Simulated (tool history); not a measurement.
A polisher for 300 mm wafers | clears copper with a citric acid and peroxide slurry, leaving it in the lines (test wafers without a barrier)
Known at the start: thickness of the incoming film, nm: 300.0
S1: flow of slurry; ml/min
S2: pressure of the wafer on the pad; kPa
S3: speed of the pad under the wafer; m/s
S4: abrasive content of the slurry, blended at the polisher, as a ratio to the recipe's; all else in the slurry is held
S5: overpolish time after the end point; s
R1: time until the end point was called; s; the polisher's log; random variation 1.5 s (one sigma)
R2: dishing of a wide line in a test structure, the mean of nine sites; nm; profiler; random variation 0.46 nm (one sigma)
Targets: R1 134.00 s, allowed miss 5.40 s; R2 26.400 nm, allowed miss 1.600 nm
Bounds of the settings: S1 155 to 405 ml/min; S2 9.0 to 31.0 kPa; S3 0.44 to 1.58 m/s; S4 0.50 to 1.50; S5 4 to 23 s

Run 1, day 0.000: S1 260 ml/min, S2 20.0 kPa, S3 1.00 m/s, S4 1.00, S5 12 s. Result: R1 142.42 s, R2 18.054 nm.
Run 2, day 0.067: S1 260 ml/min, S2 20.0 kPa, S3 1.24 m/s, S4 1.00, S5 12 s. Result: R1 116.19 s, R2 22.718 nm.
Run 3, day 0.242: S1 200 ml/min, S2 20.0 kPa, S3 1.24 m/s, S4 1.00, S5 12 s. Result: R1 122.10 s, R2 21.164 nm.
Run 4, day 0.583: S1 195 ml/min, S2 19.3 kPa, S3 1.24 m/s, S4 1.00, S5 13 s. Result: R1 127.85 s, R2 22.853 nm.
Run 5, day 0.746: S1 195 ml/min, S2 19.3 kPa, S3 1.44 m/s, S4 1.00, S5 13 s. Result: R1 109.31 s, R2 25.598 nm.
Run 6, day 0.904: S1 190 ml/min, S2 18.6 kPa, S3 1.44 m/s, S4 1.00, S5 14 s. Result: R1 113.53 s, R2 25.691 nm.
Run 7, day 0.946: S1 185 ml/min, S2 17.9 kPa, S3 1.44 m/s, S4 1.00, S5 15 s. Result: R1 118.14 s, R2 26.569 nm.
Run 8, day 0.979: S1 180 ml/min, S2 17.2 kPa, S3 1.44 m/s, S4 1.00, S5 15 s. Result: R1 121.66 s, R2 25.066 nm.
Run 9, day 1.267: S1 180 ml/min, S2 17.2 kPa, S3 1.44 m/s, S4 1.00, S5 16 s. Result: R1 122.17 s, R2 27.229 nm.
Run 10, day 1.538: S1 180 ml/min, S2 16.5 kPa, S3 1.44 m/s, S4 1.00, S5 16 s. Result: R1 127.37 s, R2 26.229 nm.

Which of these 5 next moves meets every target?
Run A, day 1.808: S1 195 ml/min, S2 15.2 kPa, S3 1.32 m/s, S4 0.95, S5 19 s. Result: R1 ?, R2 ?.
Run B, day 1.808: S1 155 ml/min, S2 16.5 kPa, S3 1.30 m/s, S4 0.95, S5 15 s. Result: R1 ?, R2 ?.
Run C, day 1.808: S1 165 ml/min, S2 15.9 kPa, S3 1.54 m/s, S4 0.75, S5 14 s. Result: R1 ?, R2 ?.
Run D, day 1.808: S1 185 ml/min, S2 15.9 kPa, S3 1.42 m/s, S4 1.00, S5 14 s. Result: R1 ?, R2 ?.
Run E, day 1.808: S1 175 ml/min, S2 17.2 kPa, S3 1.34 m/s, S4 1.00, S5 17 s. Result: R1 ?, R2 ?.

move      R1      R2
   A  152.33  26.663
   B  148.15  22.290
   C  134.28  22.830
   D  135.89  22.593
   E  133.88  27.265
A: takes the result that was furthest off past its target
B: takes the result that was furthest off past its target
C: brings the result that was furthest off to its target, and leaves another outside
D: brings the result that was furthest off to its target, and leaves another outside
E: meets every target
Move E is the one to make.
